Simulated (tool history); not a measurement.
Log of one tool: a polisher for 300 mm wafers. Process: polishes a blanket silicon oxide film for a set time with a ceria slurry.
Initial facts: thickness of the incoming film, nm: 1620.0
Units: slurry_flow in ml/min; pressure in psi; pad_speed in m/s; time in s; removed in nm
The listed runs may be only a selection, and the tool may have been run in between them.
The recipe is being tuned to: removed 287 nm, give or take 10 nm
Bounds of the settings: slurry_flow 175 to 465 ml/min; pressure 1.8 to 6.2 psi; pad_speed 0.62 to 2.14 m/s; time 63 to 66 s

run    day  slurry_flow  pressure  pad_speed  time  removed
  1      0          295         4       1.38    63   418.22
  2  0.054          295       3.7       1.38    63   382.85
  3  0.225          295       3.5       1.38    63   357.29
  4  0.488          295       3.5       1.38    66   376.79
  5  0.812          295       3.5       1.72    66    460.3
  6  0.958          295       3.1       1.72    66   401.38
  7  1.308          295       2.9       1.72    66   384.53
  8  1.496          295       2.7       1.72    66   353.02
  9  1.671          295       1.9        1.7    66   250.09
 10  1.754          295         2        1.7    66   264.45
 11  1.825          295       2.1        1.7    66   274.02

Of the 5 settings listed for the next run, only one would bring every result within its allowed miss of target. Which one?
  A  1.896          230         2       1.96    66        ?
  B  1.896          290       2.5       1.62    66        ?
  C  1.896          305       2.3       1.82    66        ?
  D  1.896          265       2.5       1.66    66        ?
  E  1.896          320       2.3       1.46    65        ?

move  removed
   A   287.09
   B   310.55
   C    316.2
   D    314.2
   E   262.49
A: every result within its allowed miss
B: pushes the last run's worst result past its target
C: pushes the last run's worst result past its target
D: pushes the last run's worst result past its target
E: its largest miss is bigger than the last run's
The right move is A.

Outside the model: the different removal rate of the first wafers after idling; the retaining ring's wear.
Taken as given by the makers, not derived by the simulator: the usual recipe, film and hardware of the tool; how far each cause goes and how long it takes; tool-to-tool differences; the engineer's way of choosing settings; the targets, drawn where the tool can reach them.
